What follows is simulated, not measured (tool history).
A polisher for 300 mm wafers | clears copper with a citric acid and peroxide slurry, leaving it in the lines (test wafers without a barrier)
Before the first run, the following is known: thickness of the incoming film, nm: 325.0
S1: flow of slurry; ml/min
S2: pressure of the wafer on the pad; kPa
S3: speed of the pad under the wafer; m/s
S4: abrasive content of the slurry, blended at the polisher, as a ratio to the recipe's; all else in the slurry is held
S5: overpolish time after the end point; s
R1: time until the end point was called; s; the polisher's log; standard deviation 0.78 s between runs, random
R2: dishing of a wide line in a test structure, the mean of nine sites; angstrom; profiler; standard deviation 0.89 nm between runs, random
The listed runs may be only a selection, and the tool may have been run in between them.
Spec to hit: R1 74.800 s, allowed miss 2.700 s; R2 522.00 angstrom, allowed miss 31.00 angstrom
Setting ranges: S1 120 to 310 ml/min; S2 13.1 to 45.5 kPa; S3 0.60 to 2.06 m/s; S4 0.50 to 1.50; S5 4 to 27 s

run  hour   S1    S2    S3    S4  S5       R1      R2
  1   0.0  200  29.0  1.32  1.00  14   87.882  356.67
  2   6.1  200  29.0  1.08  1.00  14  101.100  297.98
  3  14.5  235  29.0  1.08  1.00  14   99.677  323.07
  4  23.5  235  24.1  1.08  1.00  14  119.640  268.17
     25.0  -- worn pad replaced by a new one
  5  25.0  240  27.6  1.08  1.00  15   93.659  357.52
  6  33.9  240  27.6  1.08  1.00  21   93.427  480.23
  7  39.2  255  29.0  1.08  1.00  20   87.810  462.69
  8  47.7  265  29.6  1.08  1.00  20   86.000  495.49
  9  49.1  265  29.6  1.08  1.00  20   86.019  500.03
 10  54.8  270  30.3  1.08  1.00  19   85.149  477.63
 11  58.2  270  30.3  1.08  1.00  19   82.440  481.02

Which of these 5 next moves meets every target?
  A  61.6  260  31.0  1.08  0.75  19   ?   ?
  B  61.6  310  34.5  1.08  0.95  19   ?   ?
  C  61.6  275  26.9  1.12  1.00  22   ?   ?
  D  61.6  265  26.2  1.06  1.05  20   ?   ?
  E  61.6  265  27.6  1.22  1.05  17   ?   ?

move      R1      R2
   A  89.411  450.56
   B  73.939  530.30
   C  91.405  495.78
   D  96.414  437.82
   E  83.083  433.86
A: further off than the last run
B: meets every target
C: further off than the last run
D: further off than the last run
E: further off than the last run
Answer: B
